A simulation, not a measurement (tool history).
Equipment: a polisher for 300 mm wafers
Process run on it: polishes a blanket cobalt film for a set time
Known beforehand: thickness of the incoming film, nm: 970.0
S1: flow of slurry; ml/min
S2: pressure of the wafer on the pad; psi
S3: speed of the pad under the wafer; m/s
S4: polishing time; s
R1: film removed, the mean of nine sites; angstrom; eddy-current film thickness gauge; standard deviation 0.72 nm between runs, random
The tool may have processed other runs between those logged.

{"run": 1, "hour": 0.0, "S1": 130, "S2": 1.9, "S3": 0.88, "S4": 24, "R1": 849.17}
{"run": 2, "hour": 3.9, "S1": 150, "S2": 1.9, "S3": 0.88, "S4": 24, "R1": 892.88}
{"run": 3, "hour": 9.8, "S1": 145, "S2": 1.7, "S3": 0.88, "S4": 24, "R1": 781.37}
{"run": 4, "hour": 17.9, "S1": 145, "S2": 1.7, "S3": 0.88, "S4": 24, "R1": 781.28}
{"run": 5, "hour": 26.0, "S1": 160, "S2": 1.7, "S3": 0.88, "S4": 24, "R1": 817.84}
{"run": 6, "hour": 35.0, "S1": 130, "S2": 1.7, "S3": 0.88, "S4": 24, "R1": 775.0}

What will run 7 give?
{"run": 7, "hour": 39.1, "S1": 130, "S2": 1.5, "S3": 0.88, "S4": 24, "R1": "?"}

{"run 7": {"R1": 677.22}}
